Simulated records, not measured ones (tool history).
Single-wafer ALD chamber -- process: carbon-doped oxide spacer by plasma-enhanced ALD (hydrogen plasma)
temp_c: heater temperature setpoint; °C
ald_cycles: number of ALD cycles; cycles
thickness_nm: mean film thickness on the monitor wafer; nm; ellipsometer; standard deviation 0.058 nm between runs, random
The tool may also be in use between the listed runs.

| run | hour | temp_c | ald_cycles | thickness_nm |
|---|---|---|---|---|
| 1 | 0.0 | 400 | 361 | 19.283 |
| 2 | 6.0 | 408 | 361 | 18.758 |
| 3 | 11.3 | 418 | 361 | 17.961 |
| 4 | 17.3 | 413 | 361 | 18.280 |
| 5 | 24.3 | 420 | 361 | 17.855 |
| 6 | 26.2 | 421 | 351 | 17.302 |
| 7 | 32.0 | 422 | 343 | 16.826 |

Forecast run 8:
| 8 | 34.3 | 422 | 337 | ? |

Run 8 measured thickness_nm 16.628 nm.

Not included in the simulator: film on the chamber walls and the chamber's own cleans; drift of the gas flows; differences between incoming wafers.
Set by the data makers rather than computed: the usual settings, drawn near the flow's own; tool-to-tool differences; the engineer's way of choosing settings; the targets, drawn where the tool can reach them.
